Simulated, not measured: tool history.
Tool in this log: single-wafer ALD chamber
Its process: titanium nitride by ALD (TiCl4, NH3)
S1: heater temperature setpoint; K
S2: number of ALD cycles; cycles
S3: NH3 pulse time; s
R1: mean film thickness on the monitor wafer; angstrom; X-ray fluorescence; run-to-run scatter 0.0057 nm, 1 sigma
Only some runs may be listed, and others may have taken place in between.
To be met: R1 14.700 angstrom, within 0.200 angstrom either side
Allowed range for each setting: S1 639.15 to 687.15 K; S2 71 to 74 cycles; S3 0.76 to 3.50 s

run 1 day=0.000 | S1=663.15 S2=74 S3=2.13 | R1=15.647
run 2 day=0.233 | S1=663.15 S2=71 S3=2.13 | R1=14.971
run 3 day=0.458 | S1=663.15 S2=74 S3=2.13 | R1=15.666
run 4 day=0.767 | S1=663.15 S2=74 S3=2.53 | R1=15.723
run 5 day=1.112 | S1=663.15 S2=74 S3=2.09 | R1=15.544
run 6 day=1.371 | S1=662.15 S2=73 S3=1.98 | R1=15.343
run 7 day=1.504 | S1=661.15 S2=73 S3=1.87 | R1=15.308
run 8 day=1.567 | S1=660.15 S2=73 S3=1.76 | R1=15.251
run 9 day=1.888 | S1=660.15 S2=73 S3=1.76 | R1=15.273
run 10 day=2.000 | S1=659.15 S2=73 S3=1.65 | R1=15.228
run 11 day=2.275 | S1=658.15 S2=73 S3=1.56 | R1=15.205
run 12 day=2.521 | S1=657.15 S2=73 S3=1.47 | R1=15.220
run 13 day=2.867 | S1=657.15 S2=73 S3=1.34 | R1=15.133
run 14 day=3.208 | S1=657.15 S2=73 S3=1.34 | R1=15.076
run 15 day=3.304 | S1=657.15 S2=73 S3=1.32 | R1=15.102
run 16 day=3.354 | S1=657.15 S2=73 S3=1.29 | R1=15.038

Which of these 5 next moves meets every target?
run A day=3.404 | S1=646.15 S2=71 S3=1.00 | R1=?
run B day=3.404 | S1=655.15 S2=71 S3=0.76 | R1=?
run C day=3.404 | S1=652.15 S2=71 S3=1.55 | R1=?
run D day=3.404 | S1=654.15 S2=74 S3=0.98 | R1=?
run E day=3.404 | S1=641.15 S2=71 S3=0.94 | R1=?

move=A R1=14.422
move=B R1=14.468
move=C R1=14.746
move=D R1=15.173
move=E R1=14.241
A: takes the result that was furthest off past its target
B: takes the result that was furthest off past its target
C: all results land within tolerance of their targets
D: misses by more than the last run did
E: takes the result that was furthest off past its target
Answer: C

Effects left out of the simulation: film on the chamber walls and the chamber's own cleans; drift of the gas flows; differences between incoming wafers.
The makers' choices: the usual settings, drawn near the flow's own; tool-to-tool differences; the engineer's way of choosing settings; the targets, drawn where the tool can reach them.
